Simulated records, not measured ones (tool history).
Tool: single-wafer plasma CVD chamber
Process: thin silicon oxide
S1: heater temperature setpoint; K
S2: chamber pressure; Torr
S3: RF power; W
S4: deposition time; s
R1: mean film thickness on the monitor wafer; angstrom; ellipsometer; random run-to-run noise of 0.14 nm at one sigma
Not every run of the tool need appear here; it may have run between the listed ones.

run 1 day=0 | S1=678.15 S2=1.05 S3=300 S4=8.64 | R1=212.13
run 2 day=0.292 | S1=678.15 S2=1.08 S3=300 S4=8.64 | R1=216.31
run 3 day=0.521 | S1=678.15 S2=1.1 S3=300 S4=8.64 | R1=221.01
run 4 day=0.671 | S1=688.15 S2=1.1 S3=300 S4=8.64 | R1=218.33
run 5 day=0.908 | S1=688.15 S2=1.12 S3=300 S4=8.64 | R1=222.65
run 6 day=1.092 | S1=688.15 S2=1.14 S3=300 S4=8.64 | R1=227.06

Expected results for the next run?
run 7 day=1.371 | S1=688.15 S2=1.15 S3=300 S4=8.64 | R1=?

R1: 226.77 angstrom

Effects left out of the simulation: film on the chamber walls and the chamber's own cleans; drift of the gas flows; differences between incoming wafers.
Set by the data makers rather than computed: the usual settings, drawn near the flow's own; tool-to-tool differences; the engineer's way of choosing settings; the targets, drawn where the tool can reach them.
